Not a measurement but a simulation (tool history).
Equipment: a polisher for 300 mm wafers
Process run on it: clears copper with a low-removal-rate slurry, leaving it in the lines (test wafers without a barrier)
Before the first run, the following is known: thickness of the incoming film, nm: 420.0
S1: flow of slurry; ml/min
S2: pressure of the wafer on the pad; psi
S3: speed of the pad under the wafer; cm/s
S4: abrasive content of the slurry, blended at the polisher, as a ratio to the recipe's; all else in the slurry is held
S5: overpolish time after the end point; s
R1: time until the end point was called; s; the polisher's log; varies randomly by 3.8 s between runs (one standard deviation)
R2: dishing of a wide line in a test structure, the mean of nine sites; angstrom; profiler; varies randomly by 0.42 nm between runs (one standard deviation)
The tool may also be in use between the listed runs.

run,hour,S1,S2,S3,S4,S5,R1,R2
1,0.0,175,3.6,136,1.00,26,107.56,640.57
2,6.5,175,3.3,130,1.00,23,121.77,531.72
3,7.4,175,3.3,146,1.00,23,107.64,566.20
4,16.0,175,3.3,146,1.00,11,106.41,316.68
5,24.0,175,3.3,146,1.00,16,108.95,417.33
6,31.6,175,3.1,140,1.00,15,116.67,381.29

The next listed run, before its measurement:
7,38.1,170,2.9,132,0.95,14,?,?

R1: 133.28 s
R2: 323.44 angstrom

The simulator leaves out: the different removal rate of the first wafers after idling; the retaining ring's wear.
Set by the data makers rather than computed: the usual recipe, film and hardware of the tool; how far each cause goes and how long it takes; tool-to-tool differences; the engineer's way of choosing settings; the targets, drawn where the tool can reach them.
